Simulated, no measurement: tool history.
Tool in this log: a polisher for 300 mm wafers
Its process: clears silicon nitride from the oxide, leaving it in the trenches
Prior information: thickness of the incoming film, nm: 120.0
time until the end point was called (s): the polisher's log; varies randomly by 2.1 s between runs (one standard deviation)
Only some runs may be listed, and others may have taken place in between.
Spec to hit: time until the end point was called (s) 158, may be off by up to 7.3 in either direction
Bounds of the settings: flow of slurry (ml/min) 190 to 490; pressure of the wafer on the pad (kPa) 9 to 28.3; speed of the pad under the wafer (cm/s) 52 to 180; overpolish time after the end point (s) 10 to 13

run	hour	flow of slurry (ml/min)	pressure of the wafer on the pad (kPa)	speed of the pad under the wafer (cm/s)	overpolish time after the end point (s)	time until the end point was called (s)
1	0	315	18.6	116	13	119.38
2	5.9	315	18.6	92	13	145.54
3	6.9	315	17.9	92	13	150.45
4	13.2	390	17.9	92	13	145.85
5	21.8	390	22.1	92	13	121.65
6	22.8	390	20.7	92	13	127.92
7	28.1	390	19.3	92	13	137.48
8	29.6	390	19.3	92	13	135.08
9	36.1	390	19.3	92	13	133.76
10	40.3	375	18.6	92	13	141.46
11	44.7	375	17.9	92	13	144.99

Which one of the following 4 next-run settings gets every result inside its allowed miss? There is exactly one.
A	49.1	390	13.1	118	10	?
B	49.1	340	17.2	124	10	?
C	49.1	335	20	92	13	?
D	49.1	305	17.9	108	13	?

move	time until the end point was called (s)
A	159.06
B	118.65
C	133.99
D	130.44
A: every result lands within tolerance
B: misses by more than the last run did
C: misses by more than the last run did
D: misses by more than the last run did
Move A is the one to make.
